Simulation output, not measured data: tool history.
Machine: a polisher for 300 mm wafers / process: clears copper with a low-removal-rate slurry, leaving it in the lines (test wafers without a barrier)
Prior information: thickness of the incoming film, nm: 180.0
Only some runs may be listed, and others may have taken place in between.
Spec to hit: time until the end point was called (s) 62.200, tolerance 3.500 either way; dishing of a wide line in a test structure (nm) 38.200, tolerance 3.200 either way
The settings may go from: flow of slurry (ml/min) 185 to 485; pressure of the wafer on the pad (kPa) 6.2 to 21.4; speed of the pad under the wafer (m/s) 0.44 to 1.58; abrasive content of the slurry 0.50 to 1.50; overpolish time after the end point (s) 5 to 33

| run | day | flow of slurry (ml/min) | pressure of the wafer on the pad (kPa) | speed of the pad under the wafer (m/s) | abrasive content of the slurry | overpolish time after the end point (s) | time until the end point was called (s) | dishing of a wide line in a test structure (nm) |
|---|---|---|---|---|---|---|---|---|
| 1 | 0.000 | 310 | 13.8 | 1.00 | 1.00 | 17 | 79.547 | 26.715 |
| 2 | 0.033 | 310 | 11.7 | 1.00 | 1.00 | 17 | 88.980 | 23.602 |
| 3 | 0.204 | 310 | 13.1 | 1.02 | 1.00 | 18 | 78.263 | 28.220 |
| 4 | 0.333 | 310 | 13.1 | 1.02 | 0.85 | 18 | 84.307 | 27.411 |
| 5 | 0.588 | 310 | 14.5 | 1.02 | 0.85 | 18 | 73.669 | 28.610 |
| 6 | 0.642 | 310 | 15.2 | 1.02 | 0.85 | 19 | 74.949 | 32.845 |
| 7 | 0.971 | 310 | 15.9 | 1.02 | 0.85 | 19 | 74.035 | 32.773 |
| 8 | 1.267 | 310 | 16.5 | 1.04 | 0.85 | 19 | 65.187 | 33.137 |
| 9 | 1.629 | 310 | 16.5 | 1.04 | 0.85 | 19 | 68.845 | 34.753 |

Of the 4 settings listed for the next run, only one would bring every result within its allowed miss of target. Which one?
| A | 1.992 | 225 | 20.7 | 1.10 | 0.90 | 15 | ? | ? |
| B | 1.992 | 360 | 13.8 | 1.30 | 0.80 | 21 | ? | ? |
| C | 1.992 | 320 | 16.5 | 1.28 | 0.90 | 17 | ? | ? |
| D | 1.992 | 360 | 15.9 | 1.18 | 0.80 | 25 | ? | ? |

| move | time until the end point was called (s) | dishing of a wide line in a test structure (nm) |
|---|---|---|
| A | 55.594 | 32.726 |
| B | 63.879 | 37.867 |
| C | 55.454 | 36.099 |
| D | 62.817 | 44.437 |
A: pushes the last run's worst result past its target
B: in spec on every target
C: pushes the last run's worst result past its target
D: brings the last run's worst result on target, with another outside its allowed miss
Answer: B
